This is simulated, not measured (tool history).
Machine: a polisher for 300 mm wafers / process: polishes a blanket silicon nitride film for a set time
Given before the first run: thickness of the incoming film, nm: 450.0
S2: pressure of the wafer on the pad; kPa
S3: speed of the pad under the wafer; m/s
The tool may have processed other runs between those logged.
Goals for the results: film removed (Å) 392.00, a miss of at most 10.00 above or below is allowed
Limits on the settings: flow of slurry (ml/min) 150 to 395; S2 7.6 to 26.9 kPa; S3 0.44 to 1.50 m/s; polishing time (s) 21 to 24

run 1 day=0.000 | flow_of_slurry_(ml/min)=250 S2=17.2 S3=0.96 polishing_time_(s)=24 | film_removed_(Å)=270.43
run 2 day=0.208 | flow_of_slurry_(ml/min)=250 S2=17.2 S3=1.20 polishing_time_(s)=24 | film_removed_(Å)=319.74
run 3 day=0.492 | flow_of_slurry_(ml/min)=250 S2=17.2 S3=1.20 polishing_time_(s)=24 | film_removed_(Å)=321.80
run 4 day=0.733 | flow_of_slurry_(ml/min)=225 S2=17.2 S3=1.20 polishing_time_(s)=24 | film_removed_(Å)=320.76
run 5 day=0.754 | flow_of_slurry_(ml/min)=225 S2=17.9 S3=1.20 polishing_time_(s)=24 | film_removed_(Å)=332.42
run 6 day=0.838 | flow_of_slurry_(ml/min)=225 S2=18.6 S3=1.20 polishing_time_(s)=24 | film_removed_(Å)=338.91
run 7 day=1.071 | flow_of_slurry_(ml/min)=230 S2=19.3 S3=1.20 polishing_time_(s)=24 | film_removed_(Å)=349.01
run 8 day=1.142 | flow_of_slurry_(ml/min)=230 S2=20.0 S3=1.20 polishing_time_(s)=24 | film_removed_(Å)=363.64
run 9 day=1.392 | flow_of_slurry_(ml/min)=230 S2=20.7 S3=1.20 polishing_time_(s)=24 | film_removed_(Å)=371.05
run 10 day=1.512 | flow_of_slurry_(ml/min)=230 S2=21.4 S3=1.20 polishing_time_(s)=24 | film_removed_(Å)=381.47

4 next moves are on the table. One of them brings every result within its allowed miss. Which?
run A day=1.633 | flow_of_slurry_(ml/min)=230 S2=22.8 S3=1.28 polishing_time_(s)=24 | film_removed_(Å)=?
run B day=1.633 | flow_of_slurry_(ml/min)=235 S2=20.7 S3=1.26 polishing_time_(s)=23 | film_removed_(Å)=?
run C day=1.633 | flow_of_slurry_(ml/min)=255 S2=22.8 S3=1.28 polishing_time_(s)=22 | film_removed_(Å)=?
run D day=1.633 | flow_of_slurry_(ml/min)=190 S2=21.4 S3=1.46 polishing_time_(s)=23 | film_removed_(Å)=?

move=A film_removed_(Å)=424.40
move=B film_removed_(Å)=372.58
move=C film_removed_(Å)=392.83
move=D film_removed_(Å)=421.07
A: the result that was furthest off in the last run now lies on the other side of its target
B: its largest miss is bigger than the last run's
C: every result lands within tolerance
D: the result that was furthest off in the last run now lies on the other side of its target
C meets every target.

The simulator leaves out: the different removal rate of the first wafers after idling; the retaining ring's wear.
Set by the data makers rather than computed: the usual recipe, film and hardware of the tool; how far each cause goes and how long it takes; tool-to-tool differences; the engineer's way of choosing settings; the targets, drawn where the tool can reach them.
